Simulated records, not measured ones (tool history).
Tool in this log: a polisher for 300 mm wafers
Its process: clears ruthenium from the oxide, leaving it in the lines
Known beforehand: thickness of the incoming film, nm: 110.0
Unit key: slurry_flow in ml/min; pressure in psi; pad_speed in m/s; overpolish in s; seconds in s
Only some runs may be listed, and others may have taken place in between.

| run | hour | slurry_flow | pressure | pad_speed | overpolish | seconds |
|---|---|---|---|---|---|---|
| 1 | 0 | 140 | 2.1 | 0.78 | 15 | 105.65 |
| 2 | 1.1 | 140 | 2.5 | 0.78 | 15 | 90.484 |
| 3 | 4.8 | 135 | 2.1 | 0.7 | 15 | 124.28 |
| 4 | 8.3 | 135 | 2.3 | 0.7 | 15 | 113.18 |
| 5 | 12 | 135 | 2.3 | 0.7 | 15 | 111.6 |
| 6 | 20.6 | 135 | 2.3 | 0.7 | 12 | 110.53 |

Run 7 has not been measured yet. What should we expect?
| 7 | 26.8 | 135 | 2.3 | 0.7 | 12 | ? |

Run 7 measured seconds 113.02 s.
